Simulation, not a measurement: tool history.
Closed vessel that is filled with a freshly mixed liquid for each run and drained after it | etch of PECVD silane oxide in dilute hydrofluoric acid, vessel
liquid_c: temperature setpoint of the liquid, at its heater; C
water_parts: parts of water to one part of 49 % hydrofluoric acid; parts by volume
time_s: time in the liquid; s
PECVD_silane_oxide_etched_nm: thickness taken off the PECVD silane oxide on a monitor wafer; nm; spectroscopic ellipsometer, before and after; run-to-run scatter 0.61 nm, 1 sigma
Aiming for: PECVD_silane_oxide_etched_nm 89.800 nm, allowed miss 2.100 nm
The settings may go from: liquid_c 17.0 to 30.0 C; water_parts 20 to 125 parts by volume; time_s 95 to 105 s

| run | hour | liquid_c | water_parts | time_s | PECVD_silane_oxide_etched_nm |
|---|---|---|---|---|---|
| 1 | 0.0 | 22.0 | 70 | 95 | 28.392 |
| 2 | 8.1 | 23.0 | 65 | 95 | 32.130 |
| 3 | 15.9 | 23.5 | 60 | 95 | 35.803 |
| 4 | 24.0 | 23.5 | 60 | 95 | 36.006 |
| 5 | 29.0 | 23.5 | 70 | 95 | 30.582 |
| 6 | 33.1 | 23.5 | 95 | 95 | 21.975 |
| 7 | 35.4 | 24.0 | 85 | 95 | 24.980 |
| 8 | 38.3 | 28.0 | 55 | 105 | 52.454 |
|  | 43.1 | thermometer replaced |
| 9 | 43.1 | 28.0 | 50 | 105 | 64.573 |

Next run, 4 choices. One meets every target within its allowed miss, the rest don't. Which?
| A | 47.9 | 27.0 | 35 | 105 | ? |
| B | 47.9 | 29.0 | 40 | 105 | ? |
| C | 47.9 | 28.5 | 40 | 105 | ? |
| D | 47.9 | 27.0 | 35 | 100 | ? |

| move | PECVD_silane_oxide_etched_nm |
|---|---|
| A | 90.706 |
| B | 85.397 |
| C | 83.706 |
| D | 86.386 |
A: meets every target
B: closes in on the targets versus the last run, not all within tolerance yet
C: closes in on the targets versus the last run, not all within tolerance yet
D: closes in on the targets versus the last run, not all within tolerance yet
So the answer is move A, the one that meets all the targets.
